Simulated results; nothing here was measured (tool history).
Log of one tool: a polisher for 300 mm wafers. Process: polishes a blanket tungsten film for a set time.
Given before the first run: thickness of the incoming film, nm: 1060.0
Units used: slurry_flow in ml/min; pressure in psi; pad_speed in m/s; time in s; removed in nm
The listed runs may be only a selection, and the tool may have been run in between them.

run  hour  slurry_flow  pressure  pad_speed  slurry_solids  time  removed
  1   0.0          270       3.0       1.28            1.0   106   525.79
  2   7.1          315       3.0       1.28            1.0   106   522.83
  3   8.5          315       3.4       1.30            1.0   106   604.74
  4  17.0          315       3.0       1.30            1.0   106   532.32
     21.2  -- head pressure recalibrated
  5  21.2          315       3.5       1.30            1.0   106   639.87
  6  26.3          315       3.5       1.30            1.0   106   653.38
  7  32.7          315       3.6       1.30            1.0   106   672.32

The next listed run, before its measurement:
  8  39.4          315       3.7       1.30            1.0   106        ?

{"run 8": {"removed": 682.13}}
